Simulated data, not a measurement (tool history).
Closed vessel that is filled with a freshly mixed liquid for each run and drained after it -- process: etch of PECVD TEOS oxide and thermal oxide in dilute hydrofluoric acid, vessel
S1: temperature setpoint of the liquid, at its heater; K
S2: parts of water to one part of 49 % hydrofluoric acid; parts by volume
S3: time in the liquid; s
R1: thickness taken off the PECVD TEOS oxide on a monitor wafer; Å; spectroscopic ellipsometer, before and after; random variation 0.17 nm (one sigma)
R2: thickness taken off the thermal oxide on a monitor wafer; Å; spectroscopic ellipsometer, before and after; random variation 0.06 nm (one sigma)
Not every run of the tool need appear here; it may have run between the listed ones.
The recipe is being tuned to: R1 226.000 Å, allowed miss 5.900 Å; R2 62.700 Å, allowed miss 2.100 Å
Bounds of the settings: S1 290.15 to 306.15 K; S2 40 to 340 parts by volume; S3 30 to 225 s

run  hour      S1   S2   S3       R1      R2
  1   0.0  298.15  190  115   88.532  24.463
  2   6.2  298.15  145  115  121.340  33.411
  3  10.3  299.15  135  115  136.630  38.154
  4  16.6  299.15  105  115  183.130  51.095
  5  21.4  296.65  105  115  167.530  46.663
  6  26.3  298.15  105  115  178.520  48.313
  7  31.9  299.15  105  115  183.910  51.933
  8  41.1  299.65  105  115  186.390  52.615
  9  42.9  300.15  105  115  189.320  53.165
 10  45.1  300.65  105  115  194.040  53.676
 11  52.4  300.65  105  115  194.910  53.881
 12  59.2  301.15  105  115  198.470  55.191
 13  60.6  301.65  105  115  203.400  56.969

Which of these 4 next moves meets every target?
  A  62.0  298.65  105  145   ?   ?
  B  62.0  294.65  110  165   ?   ?
  C  62.0  290.15  120  225   ?   ?
  D  62.0  296.65  115  160   ?   ?

move       R1      R2
   A  224.420  63.021
   B  206.820  58.080
   C  212.710  59.733
   D  206.530  57.997
A: hits every target within its allowed miss
B: nearer than the last run, and not there yet
C: nearer than the last run, and not there yet
D: nearer than the last run, and not there yet
The right move is A.
